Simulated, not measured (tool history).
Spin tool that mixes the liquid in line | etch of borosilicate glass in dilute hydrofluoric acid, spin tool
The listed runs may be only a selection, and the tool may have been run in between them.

run	hour	temperature setpoint of the liquid (°C)	parts of water to one part of 49 % hydrofluoric acid (parts by volume)	time under the liquid (s)	thickness taken off the borosilicate glass on a monitor wafer (angstrom)
1	0.0	22.0	125	15	52.876
2	1.8	22.0	85	15	79.703
3	5.7	21.0	90	15	72.415
4	7.7	23.5	90	15	79.912
5	11.0	23.5	105	15	67.735
6	17.9	23.5	105	15	67.872
7	19.2	22.5	110	15	61.388
8	21.6	21.5	115	15	56.287
9	25.1	21.0	115	15	55.008
10	30.0	20.5	115	15	52.991
11	38.3	20.0	115	15	52.870
12	46.0	19.5	115	15	52.273
13	50.2	19.0	115	15	50.312

The next listed run, before its measurement:
14	56.6	18.5	115	15	?

{"run 14": {"thickness taken off the borosilicate glass on a monitor wafer (angstrom)": 49.645}}
